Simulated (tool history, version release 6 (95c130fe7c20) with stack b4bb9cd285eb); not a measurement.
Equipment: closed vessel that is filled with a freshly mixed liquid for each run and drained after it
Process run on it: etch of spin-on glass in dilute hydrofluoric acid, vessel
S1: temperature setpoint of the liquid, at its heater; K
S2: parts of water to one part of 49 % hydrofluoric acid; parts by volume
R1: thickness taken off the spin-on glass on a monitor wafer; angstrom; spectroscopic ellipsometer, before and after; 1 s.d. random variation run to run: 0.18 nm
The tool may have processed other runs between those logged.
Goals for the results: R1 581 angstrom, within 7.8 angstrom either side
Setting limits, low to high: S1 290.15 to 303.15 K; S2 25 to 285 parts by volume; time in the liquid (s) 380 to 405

{"run": 1, "day": 0.0, "S1": 295.15, "S2": 155, "time in the liquid (s)": 380, "R1": 669.55}
{"run": 2, "day": 0.054, "S1": 295.15, "S2": 155, "time in the liquid (s)": 405, "R1": 714.62}
{"run": 3, "day": 0.308, "S1": 295.15, "S2": 200, "time in the liquid (s)": 405, "R1": 527.93}
{"run": 4, "day": 0.392, "S1": 295.15, "S2": 165, "time in the liquid (s)": 405, "R1": 656.33}
{"run": 5, "day": 0.504, "S1": 295.15, "S2": 165, "time in the liquid (s)": 405, "R1": 660.51}
{"run": 6, "day": 0.65, "S1": 295.15, "S2": 115, "time in the liquid (s)": 405, "R1": 998.16}
{"run": 7, "day": 0.75, "S1": 293.65, "S2": 130, "time in the liquid (s)": 405, "R1": 824.1}
{"run": 8, "day": 1.112, "S1": 290.15, "S2": 160, "time in the liquid (s)": 405, "R1": 559.52}
{"run": 9, "day": 1.421, "S1": 290.65, "S2": 160, "time in the liquid (s)": 405, "R1": 571.6}

Next run, 5 choices. One meets every target within its allowed miss, the rest don't. Which?
{"run": "A", "day": 1.729, "S1": 291.65, "S2": 160, "time in the liquid (s)": 405, "R1": "?"}
{"run": "B", "day": 1.729, "S1": 290.65, "S2": 160, "time in the liquid (s)": 400, "R1": "?"}
{"run": "C", "day": 1.729, "S1": 291.15, "S2": 155, "time in the liquid (s)": 380, "R1": "?"}
{"run": "D", "day": 1.729, "S1": 292.65, "S2": 160, "time in the liquid (s)": 380, "R1": "?"}
{"run": "E", "day": 1.729, "S1": 291.65, "S2": 150, "time in the liquid (s)": 380, "R1": "?"}

move=A R1=595.09
move=B R1=564.5
move=C R1=567.67
move=D R1=581.12
move=E R1=601.56
A: takes the result that was furthest off past its target
B: further off than the last run
C: further off than the last run
D: meets every target
E: takes the result that was furthest off past its target
D is the move that brings every result within its allowed miss.
